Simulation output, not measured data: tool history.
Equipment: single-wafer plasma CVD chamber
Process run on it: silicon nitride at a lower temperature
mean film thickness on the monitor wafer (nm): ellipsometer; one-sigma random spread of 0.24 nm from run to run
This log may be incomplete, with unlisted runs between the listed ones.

run	hour	heater temperature setpoint (K)	chamber pressure (Pa)	RF power (W)	deposition time (s)	mean film thickness on the monitor wafer (nm)
1	0.0	643.15	199	360	43.6	55.566
2	2.5	635.15	199	360	43.6	55.778
3	5.7	635.15	199	390	43.6	57.995
4	11.6	640.15	199	390	43.6	58.530
5	13.5	636.15	199	390	43.6	58.593
6	16.0	647.15	199	390	43.6	58.511

Forecast run 7:
7	24.3	647.15	188	380	43.6	?

{"run 7": {"mean film thickness on the monitor wafer (nm)": 56.674}}

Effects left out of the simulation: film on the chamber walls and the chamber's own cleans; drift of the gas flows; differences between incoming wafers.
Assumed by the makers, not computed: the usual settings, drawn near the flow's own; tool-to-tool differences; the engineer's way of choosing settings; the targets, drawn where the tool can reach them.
